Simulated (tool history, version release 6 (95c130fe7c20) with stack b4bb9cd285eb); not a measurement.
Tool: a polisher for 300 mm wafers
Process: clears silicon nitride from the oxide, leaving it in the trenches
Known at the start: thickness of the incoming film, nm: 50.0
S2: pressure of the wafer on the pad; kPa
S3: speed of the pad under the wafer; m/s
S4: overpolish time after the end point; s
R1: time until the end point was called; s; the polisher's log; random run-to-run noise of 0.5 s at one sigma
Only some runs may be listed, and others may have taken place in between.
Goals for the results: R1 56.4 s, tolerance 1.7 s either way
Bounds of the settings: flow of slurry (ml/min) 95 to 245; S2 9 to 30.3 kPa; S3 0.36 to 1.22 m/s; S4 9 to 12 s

run 1 day=0 | flow_of_slurry_(ml/min)=155 S2=19.3 S3=0.78 S4=12 | R1=73.519
run 2 day=0.283 | flow_of_slurry_(ml/min)=160 S2=20 S3=0.78 S4=12 | R1=69.386
run 3 day=0.642 | flow_of_slurry_(ml/min)=160 S2=15.2 S3=0.78 S4=12 | R1=91.092
run 4 day=0.954 | flow_of_slurry_(ml/min)=170 S2=17.2 S3=0.78 S4=12 | R1=81.773
run 5 day=1.121 | flow_of_slurry_(ml/min)=170 S2=18.6 S3=0.78 S4=12 | R1=74.564
run 6 day=1.238 | flow_of_slurry_(ml/min)=190 S2=18.6 S3=0.78 S4=12 | R1=72.942
run 7 day=1.558 | flow_of_slurry_(ml/min)=195 S2=19.3 S3=0.78 S4=12 | R1=70.306
run 8 day=1.733 | flow_of_slurry_(ml/min)=200 S2=20 S3=0.78 S4=12 | R1=68.49

Exactly one of the 5 candidate moves below puts every result within its allowed miss. Which one?
run A day=1.908 | flow_of_slurry_(ml/min)=200 S2=19.3 S3=0.98 S4=12 | R1=?
run B day=1.908 | flow_of_slurry_(ml/min)=190 S2=23.4 S3=0.88 S4=12 | R1=?
run C day=1.908 | flow_of_slurry_(ml/min)=245 S2=20.7 S3=0.98 S4=12 | R1=?
run D day=1.908 | flow_of_slurry_(ml/min)=215 S2=22.8 S3=0.88 S4=11 | R1=?
run E day=1.908 | flow_of_slurry_(ml/min)=220 S2=22.1 S3=0.92 S4=12 | R1=?

move=A R1=57.353
move=B R1=53.052
move=C R1=52.477
move=D R1=53.853
move=E R1=53.008
A: each result inside its tolerance
B: pushes the last run's worst result past its target
C: pushes the last run's worst result past its target
D: pushes the last run's worst result past its target
E: pushes the last run's worst result past its target
A meets every target.
